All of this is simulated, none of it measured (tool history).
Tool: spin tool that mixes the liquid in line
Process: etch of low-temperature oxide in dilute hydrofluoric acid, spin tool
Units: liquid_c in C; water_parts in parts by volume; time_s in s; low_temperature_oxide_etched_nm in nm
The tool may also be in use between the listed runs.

run,hour,liquid_c,water_parts,time_s,low_temperature_oxide_etched_nm
1,0,26,260,35,2.719
2,5.5,28,260,35,2.9302
3,8.1,26,260,35,2.7356
4,14.2,24,260,35,2.5428
5,16.3,26.5,260,35,2.7675
6,17,27.5,260,35,2.8887
7,23.7,23.5,265,35,2.4374
8,26.3,22.5,265,35,2.3385

Run 9 comes next. What will it give?
9,29.1,22,265,35,?

low_temperature_oxide_etched_nm: 2.3001 nm

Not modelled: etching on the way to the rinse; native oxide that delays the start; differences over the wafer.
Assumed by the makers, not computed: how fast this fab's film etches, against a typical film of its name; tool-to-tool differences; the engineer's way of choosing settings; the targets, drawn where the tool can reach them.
